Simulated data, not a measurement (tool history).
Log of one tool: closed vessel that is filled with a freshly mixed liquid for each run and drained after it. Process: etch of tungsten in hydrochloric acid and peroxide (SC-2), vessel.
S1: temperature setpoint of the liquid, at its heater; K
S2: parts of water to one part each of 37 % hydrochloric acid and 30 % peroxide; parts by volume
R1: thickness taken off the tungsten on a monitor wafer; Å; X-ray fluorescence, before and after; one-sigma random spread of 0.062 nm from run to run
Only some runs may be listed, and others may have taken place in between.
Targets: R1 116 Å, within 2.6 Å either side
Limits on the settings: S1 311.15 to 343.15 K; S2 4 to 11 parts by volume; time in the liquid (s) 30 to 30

{"run": 1, "hour": 0.0, "S1": 327.15, "S2": 6, "time in the liquid (s)": 30, "R1": 86.25}
{"run": 2, "hour": 7.0, "S1": 327.65, "S2": 6, "time in the liquid (s)": 30, "R1": 88.92}
{"run": 3, "hour": 13.6, "S1": 328.15, "S2": 6, "time in the liquid (s)": 30, "R1": 92.229}
{"run": 4, "hour": 20.5, "S1": 328.15, "S2": 4.5, "time in the liquid (s)": 30, "R1": 112.2}
{"run": 5, "hour": 28.4, "S1": 328.15, "S2": 5.5, "time in the liquid (s)": 30, "R1": 98.879}
{"run": 6, "hour": 34.2, "S1": 328.65, "S2": 5.5, "time in the liquid (s)": 30, "R1": 101.7}
{"run": 7, "hour": 35.2, "S1": 329.15, "S2": 5.5, "time in the liquid (s)": 30, "R1": 104}
{"run": 8, "hour": 43.4, "S1": 329.65, "S2": 5.5, "time in the liquid (s)": 30, "R1": 108.61}
{"run": 9, "hour": 44.6, "S1": 330.15, "S2": 5.5, "time in the liquid (s)": 30, "R1": 111.65}
{"run": 10, "hour": 46.0, "S1": 330.15, "S2": 5.5, "time in the liquid (s)": 30, "R1": 111.63}

Which one of the following 5 next-run settings gets every result inside its allowed miss? There is exactly one.
{"run": "A", "hour": 47.4, "S1": 330.65, "S2": 6, "time in the liquid (s)": 30, "R1": "?"}
{"run": "B", "hour": 47.4, "S1": 327.65, "S2": 4.5, "time in the liquid (s)": 30, "R1": "?"}
{"run": "C", "hour": 47.4, "S1": 328.65, "S2": 4.5, "time in the liquid (s)": 30, "R1": "?"}
{"run": "D", "hour": 47.4, "S1": 325.65, "S2": 4, "time in the liquid (s)": 30, "R1": "?"}
{"run": "E", "hour": 47.4, "S1": 326.65, "S2": 4, "time in the liquid (s)": 30, "R1": "?"}

move=A R1=107.67
move=B R1=109.28
move=C R1=116.58
move=D R1=103.9
move=E R1=110.93
A: its largest miss is bigger than the last run's
B: its largest miss is bigger than the last run's
C: hits every target within its allowed miss
D: its largest miss is bigger than the last run's
E: its largest miss is bigger than the last run's
Move C is the one to make.
